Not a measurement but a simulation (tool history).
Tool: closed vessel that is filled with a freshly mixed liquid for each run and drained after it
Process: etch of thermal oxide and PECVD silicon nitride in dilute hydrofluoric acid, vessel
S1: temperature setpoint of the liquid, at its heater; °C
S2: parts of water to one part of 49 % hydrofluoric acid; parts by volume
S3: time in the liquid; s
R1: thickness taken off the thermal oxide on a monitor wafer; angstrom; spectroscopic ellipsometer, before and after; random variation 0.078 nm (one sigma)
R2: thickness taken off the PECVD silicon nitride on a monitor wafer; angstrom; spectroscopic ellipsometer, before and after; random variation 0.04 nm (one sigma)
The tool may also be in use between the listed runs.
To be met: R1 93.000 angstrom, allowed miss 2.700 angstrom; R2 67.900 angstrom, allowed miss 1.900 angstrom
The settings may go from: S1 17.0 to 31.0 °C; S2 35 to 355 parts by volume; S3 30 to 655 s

run 1 hour=0.0 | S1=23.0 S2=195 S3=335 | R1=78.495 R2=57.679
run 2 hour=7.2 | S1=23.0 S2=135 S3=335 | R1=118.070 R2=83.355
run 3 hour=9.2 | S1=23.0 S2=150 S3=340 | R1=107.130 R2=76.387
run 4 hour=10.3 | S1=23.0 S2=190 S3=340 | R1=81.960 R2=60.706
run 5 hour=18.9 | S1=23.0 S2=185 S3=335 | R1=82.911 R2=61.481
-- hour=26.5 hydrofluoric acid flow meter replaced
run 6 hour=26.5 | S1=23.0 S2=180 S3=330 | R1=76.326 R2=57.387
run 7 hour=31.7 | S1=23.0 S2=170 S3=330 | R1=81.674 R2=60.252
run 8 hour=33.6 | S1=23.0 S2=165 S3=330 | R1=84.815 R2=61.819
run 9 hour=39.4 | S1=23.0 S2=160 S3=330 | R1=88.104 R2=63.967

Which of these 4 next moves meets every target?
run A hour=45.2 | S1=21.5 S2=195 S3=465 | R1=? R2=?
run B hour=45.2 | S1=22.5 S2=110 S3=230 | R1=? R2=?
run C hour=45.2 | S1=23.0 S2=90 S3=185 | R1=? R2=?
run D hour=45.2 | S1=25.0 S2=165 S3=320 | R1=? R2=?

move=A R1=92.233 R2=67.550
move=B R1=92.247 R2=62.581
move=C R1=94.755 R2=63.395
move=D R1=88.439 R2=68.622
A: meets every target
B: further off than the last run
C: further off than the last run
D: brings the result that was furthest off to its target, and leaves another outside
Answer: A
